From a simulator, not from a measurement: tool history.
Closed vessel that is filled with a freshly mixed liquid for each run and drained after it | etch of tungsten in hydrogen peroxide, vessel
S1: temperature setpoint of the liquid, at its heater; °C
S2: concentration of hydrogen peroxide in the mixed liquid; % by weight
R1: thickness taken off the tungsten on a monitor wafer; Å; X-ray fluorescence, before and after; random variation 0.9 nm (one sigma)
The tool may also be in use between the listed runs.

{"run": 1, "hour": 0.0, "S1": 47.0, "S2": 17.0, "time in the liquid (s)": 30, "R1": 530.68}
{"run": 2, "hour": 4.3, "S1": 47.0, "S2": 17.0, "time in the liquid (s)": 30, "R1": 531.53}
{"run": 3, "hour": 7.2, "S1": 47.0, "S2": 17.0, "time in the liquid (s)": 30, "R1": 520.18}
{"run": 4, "hour": 10.5, "S1": 47.0, "S2": 17.0, "time in the liquid (s)": 30, "R1": 531.65}
{"run": 5, "hour": 14.4, "S1": 41.0, "S2": 17.0, "time in the liquid (s)": 30, "R1": 361.71}
{"run": 6, "hour": 22.3, "S1": 41.0, "S2": 13.5, "time in the liquid (s)": 30, "R1": 316.63}

Run 7 comes next. What will it give?
{"run": 7, "hour": 28.6, "S1": 43.5, "S2": 13.5, "time in the liquid (s)": 30, "R1": "?"}

Run 7 gave R1 377.48 Å.

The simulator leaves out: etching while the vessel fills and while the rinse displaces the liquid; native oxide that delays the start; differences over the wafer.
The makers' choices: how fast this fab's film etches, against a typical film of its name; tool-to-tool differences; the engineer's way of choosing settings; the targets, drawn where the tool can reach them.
